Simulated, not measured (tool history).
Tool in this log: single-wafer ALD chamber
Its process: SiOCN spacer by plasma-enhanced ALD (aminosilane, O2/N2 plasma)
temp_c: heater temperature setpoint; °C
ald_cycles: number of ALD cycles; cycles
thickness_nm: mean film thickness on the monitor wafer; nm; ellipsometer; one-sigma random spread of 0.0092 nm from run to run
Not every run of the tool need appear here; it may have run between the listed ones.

run	hour	temp_c	ald_cycles	thickness_nm
1	0.0	405	95	5.3343
2	2.7	405	101	5.6354
3	8.9	407	96	5.3229
4	16.5	402	96	5.4168
5	18.8	405	93	5.2066
6	25.2	397	93	5.2764
7	26.0	398	90	5.1091

Run 8 comes next. What will it give?
8	27.7	399	87	?

thickness_nm: 4.9523 nm

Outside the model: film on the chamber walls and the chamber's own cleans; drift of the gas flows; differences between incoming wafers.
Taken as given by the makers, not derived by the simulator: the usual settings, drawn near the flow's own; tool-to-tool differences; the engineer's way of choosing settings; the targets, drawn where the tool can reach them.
